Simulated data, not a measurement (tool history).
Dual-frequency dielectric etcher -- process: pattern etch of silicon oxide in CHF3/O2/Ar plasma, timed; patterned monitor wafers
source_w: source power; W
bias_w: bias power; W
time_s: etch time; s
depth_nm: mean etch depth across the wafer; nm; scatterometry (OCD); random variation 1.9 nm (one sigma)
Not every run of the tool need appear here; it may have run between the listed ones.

Run 1, hour 0.0: source_w 840 W, bias_w 170 W, time_s 228 s. Result: depth_nm 501.77 nm.
Run 2, hour 6.3: source_w 870 W, bias_w 171 W, time_s 228 s. Result: depth_nm 505.04 nm.
Run 3, hour 12.3: source_w 910 W, bias_w 173 W, time_s 228 s. Result: depth_nm 514.56 nm.
Run 4, hour 15.2: source_w 940 W, bias_w 174 W, time_s 228 s. Result: depth_nm 520.75 nm.
Run 5, hour 24.0: source_w 970 W, bias_w 175 W, time_s 228 s. Result: depth_nm 525.73 nm.
Run 6, hour 27.6: source_w 830 W, bias_w 175 W, time_s 228 s. Result: depth_nm 505.83 nm.
Run 7, hour 28.6: source_w 870 W, bias_w 177 W, time_s 228 s. Result: depth_nm 514.07 nm.
Run 8, hour 30.9: source_w 900 W, bias_w 179 W, time_s 228 s. Result: depth_nm 516.03 nm.

Run 9 has not been measured yet. What should we expect?
Run 9, hour 35.6: source_w 1070 W, bias_w 191 W, time_s 228 s. Result: depth_nm ?.

Run 9 produced depth_nm 548.20 nm.
